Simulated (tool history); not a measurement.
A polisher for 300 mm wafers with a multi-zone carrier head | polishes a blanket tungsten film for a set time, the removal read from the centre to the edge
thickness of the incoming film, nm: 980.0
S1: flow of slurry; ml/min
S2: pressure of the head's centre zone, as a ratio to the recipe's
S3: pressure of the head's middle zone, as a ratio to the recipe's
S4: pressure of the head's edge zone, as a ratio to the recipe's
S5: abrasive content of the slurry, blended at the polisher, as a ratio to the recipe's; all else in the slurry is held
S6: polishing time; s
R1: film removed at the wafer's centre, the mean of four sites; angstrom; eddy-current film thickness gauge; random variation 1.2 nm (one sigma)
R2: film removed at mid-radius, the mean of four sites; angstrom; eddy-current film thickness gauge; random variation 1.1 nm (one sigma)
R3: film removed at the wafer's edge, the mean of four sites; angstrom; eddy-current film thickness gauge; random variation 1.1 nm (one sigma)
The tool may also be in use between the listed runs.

run    day   S1    S2    S3    S4    S5  S6      R1      R2      R3
  1      0  135     1     1     1     1  49  2254.1  2245.2  2285.6
  2  0.279  130  0.99     1  0.98   0.9  46  2008.3    2050  2051.8
  3  0.325  125  0.98  0.99  0.96  0.85  44  1883.6    1925  1889.4
  4    0.6  120  0.96  0.97  0.95   0.8  42  1734.9    1765  1797.6
  5  0.954  120  0.96  0.89  0.95   0.8  42  1738.9  1646.5  1772.9
  6  1.008   90  0.96  0.89  0.95   0.8  42  1624.3  1586.2    1715
  7  1.262   90  0.95   0.9  0.93  0.75  40  1533.7  1495.1  1613.5
  8  1.504   90  0.94  0.91  0.92   0.7  38  1380.4  1422.3  1500.7

Forecast run 9:
  9  1.725  105  0.96  0.92  0.82  0.5  31   ?   ?   ?

{"run 9": {"R1": 1147.1, "R2": 1133, "R3": 1129.2}}
